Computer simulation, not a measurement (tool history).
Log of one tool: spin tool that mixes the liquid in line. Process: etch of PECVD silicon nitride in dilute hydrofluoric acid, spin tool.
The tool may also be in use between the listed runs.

| run | hour | temperature setpoint of the liquid (K) | parts of water to one part of 49 % hydrofluoric acid (parts by volume) | time under the liquid (s) | thickness taken off the PECVD silicon nitride on a monitor wafer (Å) |
|---|---|---|---|---|---|
| 1 | 0.0 | 298.15 | 130 | 80 | 12.7150 |
| 2 | 1.4 | 298.15 | 130 | 60 | 9.3626 |
| 3 | 9.9 | 299.15 | 130 | 60 | 10.1330 |
| 4 | 14.8 | 299.15 | 110 | 60 | 12.1010 |
| 5 | 17.0 | 299.65 | 110 | 60 | 12.1080 |
| 6 | 21.5 | 299.65 | 130 | 60 | 10.1740 |

For run 7, what comes out?
| 7 | 25.0 | 303.65 | 120 | 60 | ? |

{"run 7": {"thickness taken off the PECVD silicon nitride on a monitor wafer (Å)": 14.812}}
